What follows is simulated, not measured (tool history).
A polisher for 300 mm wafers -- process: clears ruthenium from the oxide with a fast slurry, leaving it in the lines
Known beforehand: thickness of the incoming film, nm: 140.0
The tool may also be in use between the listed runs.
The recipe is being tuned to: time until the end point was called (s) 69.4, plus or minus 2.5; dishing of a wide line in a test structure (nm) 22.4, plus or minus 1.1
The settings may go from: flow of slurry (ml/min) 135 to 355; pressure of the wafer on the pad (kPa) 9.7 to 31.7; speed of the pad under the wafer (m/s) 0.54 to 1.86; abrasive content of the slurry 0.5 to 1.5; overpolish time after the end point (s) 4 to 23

| run | day | flow of slurry (ml/min) | pressure of the wafer on the pad (kPa) | speed of the pad under the wafer (m/s) | abrasive content of the slurry | overpolish time after the end point (s) | time until the end point was called (s) | dishing of a wide line in a test structure (nm) |
|---|---|---|---|---|---|---|---|---|
| 1 | 0 | 225 | 20.7 | 1.18 | 1 | 12 | 25.407 | 29.183 |
| 2 | 0.25 | 225 | 20.7 | 0.94 | 1 | 12 | 31.693 | 25.985 |
| 3 | 0.579 | 220 | 17.2 | 0.86 | 1 | 14 | 40.837 | 24.956 |
| 4 | 0.912 | 215 | 14.5 | 0.82 | 1 | 15 | 51.397 | 23.095 |
| 5 | 1.242 | 210 | 13.1 | 0.82 | 1 | 16 | 58.258 | 22.781 |
| 6 | 1.562 | 210 | 13.1 | 0.96 | 1 | 16 | 48.189 | 24.716 |
| 7 | 1.738 | 205 | 11.7 | 0.92 | 1 | 17 | 56.866 | 23.601 |
| 8 | 1.912 | 195 | 11 | 0.9 | 1 | 17 | 62.08 | 22.615 |
| 9 | 2.229 | 195 | 11 | 0.9 | 1 | 17 | 62.179 | 22.449 |
| 10 | 2.454 | 180 | 11 | 0.9 | 1 | 18 | 62.775 | 22.803 |
| 11 | 2.588 | 175 | 9.7 | 0.86 | 1 | 19 | 74.565 | 21.751 |
| 12 | 2.838 | 185 | 9.7 | 0.86 | 1 | 19 | 74.087 | 21.683 |
| 13 | 2.925 | 195 | 9.7 | 0.86 | 1 | 19 | 73.455 | 21.382 |

Pick the move, out of 5, that brings all results within their allowed miss; only one does.
| A | 3.012 | 135 | 9.7 | 1.06 | 1 | 18 | ? | ? |
| B | 3.012 | 160 | 9.7 | 0.84 | 1.2 | 19 | ? | ? |
| C | 3.012 | 185 | 10.3 | 0.8 | 1.25 | 23 | ? | ? |
| D | 3.012 | 150 | 10.3 | 0.98 | 1.05 | 20 | ? | ? |
| E | 3.012 | 135 | 13.1 | 0.8 | 0.95 | 23 | ? | ? |

| move | time until the end point was called (s) | dishing of a wide line in a test structure (nm) |
|---|---|---|
| A | 63.676 | 22.839 |
| B | 68.753 | 22.546 |
| C | 64.402 | 25.823 |
| D | 60.888 | 24.77 |
| E | 64.83 | 25.741 |
A: carries the result that was furthest off beyond its target, to the other side
B: every result lands within tolerance
C: carries the result that was furthest off beyond its target, to the other side
D: carries the result that was furthest off beyond its target, to the other side
E: carries the result that was furthest off beyond its target, to the other side
Correct choice: B, which meets every target
